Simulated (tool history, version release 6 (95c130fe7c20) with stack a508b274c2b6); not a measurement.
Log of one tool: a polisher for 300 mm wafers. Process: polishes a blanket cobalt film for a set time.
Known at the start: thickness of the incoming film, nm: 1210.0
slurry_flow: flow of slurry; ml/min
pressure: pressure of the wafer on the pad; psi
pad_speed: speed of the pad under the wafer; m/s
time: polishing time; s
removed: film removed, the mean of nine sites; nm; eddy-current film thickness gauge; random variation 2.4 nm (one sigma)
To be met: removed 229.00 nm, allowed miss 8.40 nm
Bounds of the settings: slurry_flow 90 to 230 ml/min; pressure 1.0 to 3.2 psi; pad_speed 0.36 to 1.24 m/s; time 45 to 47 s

run	hour	slurry_flow	pressure	pad_speed	time	removed
1	0.0	150	2.1	0.80	45	161.64
2	1.2	150	2.2	0.80	45	167.01
3	5.1	120	2.2	0.80	45	162.50
4	13.3	105	2.2	0.80	45	159.43
5	14.5	110	2.3	0.80	45	164.04
6	16.0	125	2.3	0.80	45	166.76
7	21.1	125	2.4	0.80	45	172.64
8	22.3	125	2.5	0.80	45	181.68
9	31.1	130	2.6	0.80	45	189.28
10	33.9	135	2.7	0.80	45	193.09
11	37.9	135	2.8	0.80	45	199.98
12	38.4	140	3.0	0.80	45	207.08
13	42.4	140	3.1	0.82	45	217.70

Which of these 4 next moves meets every target?
A	46.4	145	3.2	0.70	47	?
B	46.4	135	3.0	0.84	47	?
C	46.4	110	3.2	0.78	45	?
D	46.4	160	3.1	0.70	47	?

move	removed
A	212.30
B	226.87
C	211.19
D	209.49
A: further off than the last run
B: meets every target
C: further off than the last run
D: further off than the last run
Move B is the one to make.
